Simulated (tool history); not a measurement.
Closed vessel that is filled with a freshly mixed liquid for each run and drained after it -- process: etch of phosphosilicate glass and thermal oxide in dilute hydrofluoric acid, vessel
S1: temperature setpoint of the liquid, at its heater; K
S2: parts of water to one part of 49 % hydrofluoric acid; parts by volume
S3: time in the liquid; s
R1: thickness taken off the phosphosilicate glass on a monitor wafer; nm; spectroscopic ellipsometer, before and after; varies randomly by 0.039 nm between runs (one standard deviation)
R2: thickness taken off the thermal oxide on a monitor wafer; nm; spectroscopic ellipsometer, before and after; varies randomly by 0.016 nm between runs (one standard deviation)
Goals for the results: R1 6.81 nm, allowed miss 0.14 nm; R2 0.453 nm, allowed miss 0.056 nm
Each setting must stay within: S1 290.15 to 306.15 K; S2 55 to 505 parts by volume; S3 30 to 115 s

run,hour,S1,S2,S3,R1,R2
1,0,298.15,280,60,12.96,0.84813
2,3.3,296.65,295,60,11.428,0.77817
3,9.6,296.65,295,75,14.26,0.98559
4,10.8,294.15,295,75,13.21,0.93305
5,16,293.65,320,75,11.446,0.76376
6,23.9,293.15,335,75,10.679,0.70976
7,26.3,293.15,335,75,10.718,0.70089
# hour 34.2: hydrofluoric acid flow meter replaced
8,34.2,292.65,350,75,11.211,0.78244
9,36.3,292.15,385,75,9.7784,0.63853
10,40.5,291.65,410,75,8.8303,0.5725
11,42.2,291.15,425,75,8.3344,0.54399
12,47.7,291.15,425,75,8.199,0.52757
13,53.9,290.15,465,75,7.0959,0.46472
14,62.8,290.15,470,75,6.9585,0.44055

4 next moves are on the table. One of them brings every result within its allowed miss. Which?
A,71.7,290.15,505,85,?,?
B,71.7,290.15,415,65,?,?
C,71.7,291.15,405,60,?,?
D,71.7,290.15,455,70,?,?

move,R1,R2
A,7.1463,0.46201
B,7.1119,0.45979
C,7.026,0.45424
D,6.777,0.43814
A: the biggest miss grows against the last run
B: the biggest miss grows against the last run
C: the biggest miss grows against the last run
D: all results in spec
So the answer is move D, the one that meets all the targets.
